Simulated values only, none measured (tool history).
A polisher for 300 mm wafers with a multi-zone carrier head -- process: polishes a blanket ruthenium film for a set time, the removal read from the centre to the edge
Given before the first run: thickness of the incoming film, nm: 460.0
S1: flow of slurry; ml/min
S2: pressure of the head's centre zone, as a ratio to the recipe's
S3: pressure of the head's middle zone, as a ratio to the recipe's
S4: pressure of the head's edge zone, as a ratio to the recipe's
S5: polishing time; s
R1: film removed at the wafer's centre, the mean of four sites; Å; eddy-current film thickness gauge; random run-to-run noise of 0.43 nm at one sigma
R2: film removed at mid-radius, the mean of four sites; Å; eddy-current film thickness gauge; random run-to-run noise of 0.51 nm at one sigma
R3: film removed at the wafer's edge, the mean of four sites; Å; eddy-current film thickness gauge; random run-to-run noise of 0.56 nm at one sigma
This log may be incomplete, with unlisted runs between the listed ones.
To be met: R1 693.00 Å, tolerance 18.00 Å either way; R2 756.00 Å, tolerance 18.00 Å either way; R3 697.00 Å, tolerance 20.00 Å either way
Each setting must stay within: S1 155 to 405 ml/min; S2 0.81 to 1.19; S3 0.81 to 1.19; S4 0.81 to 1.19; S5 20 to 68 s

| run | hour | S1 | S2 | S3 | S4 | S5 | R1 | R2 | R3 |
|---|---|---|---|---|---|---|---|---|---|
| 1 | 0.0 | 260 | 1.00 | 1.00 | 1.00 | 44 | 764.46 | 772.05 | 773.37 |
| 2 | 2.4 | 260 | 1.00 | 1.00 | 1.04 | 44 | 767.16 | 773.94 | 781.26 |
| 3 | 9.7 | 250 | 0.99 | 1.01 | 0.99 | 44 | 754.32 | 766.80 | 765.04 |
| 4 | 13.6 | 240 | 0.98 | 1.03 | 0.95 | 44 | 758.87 | 797.94 | 743.12 |
| 5 | 15.3 | 230 | 0.96 | 1.02 | 0.94 | 44 | 732.17 | 792.20 | 740.73 |
| 6 | 19.3 | 225 | 0.96 | 1.01 | 0.92 | 44 | 730.90 | 777.83 | 722.69 |
| 7 | 23.3 | 215 | 0.95 | 1.01 | 0.91 | 44 | 716.24 | 768.21 | 716.94 |
| 8 | 29.6 | 205 | 0.95 | 1.01 | 0.90 | 44 | 711.42 | 765.62 | 716.23 |
| 9 | 32.4 | 200 | 0.95 | 1.01 | 0.89 | 44 | 713.62 | 766.98 | 709.03 |
| 10 | 37.7 | 195 | 0.95 | 1.01 | 0.89 | 44 | 722.19 | 768.65 | 713.10 |
| 11 | 38.7 | 195 | 0.95 | 1.01 | 0.89 | 44 | 715.82 | 762.75 | 712.32 |

Consider the 4 candidate settings below. Which is the only one whose results all fall within their allowed miss of target?
| A | 39.7 | 185 | 0.95 | 1.03 | 0.92 | 43 | ? | ? | ? |
| B | 39.7 | 155 | 0.95 | 1.02 | 0.98 | 45 | ? | ? | ? |
| C | 39.7 | 225 | 0.91 | 0.95 | 0.88 | 46 | ? | ? | ? |
| D | 39.7 | 240 | 0.99 | 1.04 | 0.85 | 44 | ? | ? | ? |

| move | R1 | R2 | R3 |
|---|---|---|---|
| A | 691.46 | 751.52 | 710.48 |
| B | 709.36 | 766.19 | 755.49 |
| C | 724.11 | 765.14 | 756.25 |
| D | 756.17 | 794.21 | 714.68 |
A: each result inside its tolerance
B: the furthest-off result lands on target, but another misses its tolerance
C: lands further from the targets than the last run did
D: lands further from the targets than the last run did
The move that meets every target is A.
